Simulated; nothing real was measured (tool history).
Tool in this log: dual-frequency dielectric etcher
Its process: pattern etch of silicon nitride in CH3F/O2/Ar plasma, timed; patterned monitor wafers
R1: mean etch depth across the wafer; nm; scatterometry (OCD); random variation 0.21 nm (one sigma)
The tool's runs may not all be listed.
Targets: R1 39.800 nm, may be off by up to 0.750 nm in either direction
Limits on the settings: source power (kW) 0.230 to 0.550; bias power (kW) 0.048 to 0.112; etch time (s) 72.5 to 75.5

{"run": 1, "hour": 0.0, "source power (kW)": 0.39, "bias power (kW)": 0.08, "etch time (s)": 72.5, "R1": 48.649}
{"run": 2, "hour": 3.2, "source power (kW)": 0.39, "bias power (kW)": 0.08, "etch time (s)": 72.5, "R1": 48.689}
{"run": 3, "hour": 9.0, "source power (kW)": 0.35, "bias power (kW)": 0.076, "etch time (s)": 72.5, "R1": 46.0}
{"run": 4, "hour": 15.7, "source power (kW)": 0.35, "bias power (kW)": 0.07, "etch time (s)": 72.5, "R1": 44.878}
{"hour": 16.5, "done": "bias power generator calibrated"}
{"run": 5, "hour": 16.5, "source power (kW)": 0.41, "bias power (kW)": 0.07, "etch time (s)": 72.5, "R1": 47.983}
{"run": 6, "hour": 24.8, "source power (kW)": 0.41, "bias power (kW)": 0.07, "etch time (s)": 72.5, "R1": 47.667}
{"run": 7, "hour": 32.7, "source power (kW)": 0.36, "bias power (kW)": 0.068, "etch time (s)": 72.5, "R1": 44.667}
{"run": 8, "hour": 39.8, "source power (kW)": 0.33, "bias power (kW)": 0.067, "etch time (s)": 72.5, "R1": 42.513}
{"run": 9, "hour": 46.2, "source power (kW)": 0.33, "bias power (kW)": 0.067, "etch time (s)": 72.5, "R1": 42.478}
{"run": 10, "hour": 50.4, "source power (kW)": 0.32, "bias power (kW)": 0.067, "etch time (s)": 72.5, "R1": 41.17}
{"run": 11, "hour": 56.1, "source power (kW)": 0.31, "bias power (kW)": 0.067, "etch time (s)": 72.5, "R1": 40.673}

Of the 5 settings listed for the next run, only one would bring every result within its allowed miss of target. Which one?
{"run": "A", "hour": 61.8, "source power (kW)": 0.3, "bias power (kW)": 0.05, "etch time (s)": 73.0, "R1": "?"}
{"run": "B", "hour": 61.8, "source power (kW)": 0.29, "bias power (kW)": 0.067, "etch time (s)": 72.5, "R1": "?"}
{"run": "C", "hour": 61.8, "source power (kW)": 0.28, "bias power (kW)": 0.064, "etch time (s)": 72.5, "R1": "?"}
{"run": "D", "hour": 61.8, "source power (kW)": 0.33, "bias power (kW)": 0.058, "etch time (s)": 73.5, "R1": "?"}
{"run": "E", "hour": 61.8, "source power (kW)": 0.33, "bias power (kW)": 0.061, "etch time (s)": 72.5, "R1": "?"}

move=A R1=37.835
move=B R1=39.641
move=C R1=38.419
move=D R1=41.525
move=E R1=41.472
A: moves the result that the last run missed by most past its target, out the other side
B: every result lands within tolerance
C: moves the result that the last run missed by most past its target, out the other side
D: its largest miss is bigger than the last run's
E: its largest miss is bigger than the last run's
B is the move that brings every result within its allowed miss.

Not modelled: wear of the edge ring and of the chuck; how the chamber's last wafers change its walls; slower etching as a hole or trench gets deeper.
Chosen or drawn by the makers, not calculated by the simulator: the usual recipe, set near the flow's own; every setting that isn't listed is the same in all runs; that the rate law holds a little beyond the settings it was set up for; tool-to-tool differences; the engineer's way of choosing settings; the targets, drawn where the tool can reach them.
